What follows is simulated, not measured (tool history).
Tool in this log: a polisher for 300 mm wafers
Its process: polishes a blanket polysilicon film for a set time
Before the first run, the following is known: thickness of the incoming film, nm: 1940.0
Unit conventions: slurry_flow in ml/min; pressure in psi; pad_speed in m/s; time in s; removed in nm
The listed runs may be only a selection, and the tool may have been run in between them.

| run | hour | slurry_flow | pressure | pad_speed | time | removed |
|---|---|---|---|---|---|---|
| 1 | 0 | 195 | 2.4 | 1.28 | 54 | 503.38 |
| 2 | 5.8 | 195 | 2.6 | 1.28 | 54 | 536.2 |
| 3 | 14.1 | 195 | 2.6 | 0.98 | 54 | 419.97 |
| 4 | 17.2 | 195 | 2.6 | 0.98 | 54 | 420.93 |
| 5 | 25 | 195 | 2.6 | 0.98 | 57 | 439.34 |
| 6 | 30.8 | 200 | 2.8 | 1 | 57 | 481.56 |
| 7 | 34.3 | 200 | 2.9 | 1.02 | 57 | 509.41 |
| 8 | 35.8 | 200 | 3 | 1.04 | 57 | 534.6 |
| 9 | 36.5 | 200 | 3.1 | 1.06 | 57 | 565.31 |

Run 10 is up next; what results do you expect?
| 10 | 45 | 200 | 3.2 | 1.08 | 57 | ? |

Logged for run 10: removed 587.94 nm.

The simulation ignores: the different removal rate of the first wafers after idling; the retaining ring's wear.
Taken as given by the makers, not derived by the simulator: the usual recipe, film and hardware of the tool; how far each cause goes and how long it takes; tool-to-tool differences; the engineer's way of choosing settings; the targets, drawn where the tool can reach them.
